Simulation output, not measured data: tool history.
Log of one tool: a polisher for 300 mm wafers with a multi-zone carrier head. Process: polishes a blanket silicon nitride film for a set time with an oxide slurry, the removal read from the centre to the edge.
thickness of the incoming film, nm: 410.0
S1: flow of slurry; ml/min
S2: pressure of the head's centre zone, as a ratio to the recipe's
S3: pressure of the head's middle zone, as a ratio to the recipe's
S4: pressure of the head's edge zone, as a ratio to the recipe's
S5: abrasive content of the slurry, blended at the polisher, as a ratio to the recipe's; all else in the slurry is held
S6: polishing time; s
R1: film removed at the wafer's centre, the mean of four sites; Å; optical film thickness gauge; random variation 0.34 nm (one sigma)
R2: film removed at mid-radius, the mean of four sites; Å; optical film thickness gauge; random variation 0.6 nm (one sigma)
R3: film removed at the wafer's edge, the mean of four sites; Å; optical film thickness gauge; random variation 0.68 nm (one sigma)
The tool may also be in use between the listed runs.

run,day,S1,S2,S3,S4,S5,S6,R1,R2,R3
1,0.000,210,1.00,1.00,1.00,1.00,64,535.31,525.21,521.80
2,0.117,210,1.07,1.00,1.00,1.00,64,569.89,520.71,533.77
3,0.450,200,1.04,0.98,0.99,1.00,64,547.78,517.68,532.06
4,0.617,200,1.04,0.98,0.93,1.00,64,548.21,504.42,514.00
5,0.642,245,1.04,0.98,0.93,1.00,64,563.81,528.10,524.31
6,0.879,245,1.10,0.98,0.93,1.00,64,598.57,514.94,516.67
7,1.229,245,1.10,0.98,0.93,1.00,64,596.29,516.73,532.27
8,1.271,235,1.06,0.96,0.92,0.95,64,558.11,500.58,516.80
9,1.600,225,1.04,0.95,0.91,0.90,64,533.26,498.04,492.18
10,1.854,215,1.02,0.93,0.91,0.90,64,516.33,464.35,486.85
11,1.933,205,1.00,0.93,0.91,0.90,64,510.04,473.47,498.52

Forecast run 12:
12,2.283,200,0.99,0.93,0.90,0.90,64,?,?,?

Run 12 gave R1 498.35 Å, R2 470.46 Å, R3 499.53 Å.

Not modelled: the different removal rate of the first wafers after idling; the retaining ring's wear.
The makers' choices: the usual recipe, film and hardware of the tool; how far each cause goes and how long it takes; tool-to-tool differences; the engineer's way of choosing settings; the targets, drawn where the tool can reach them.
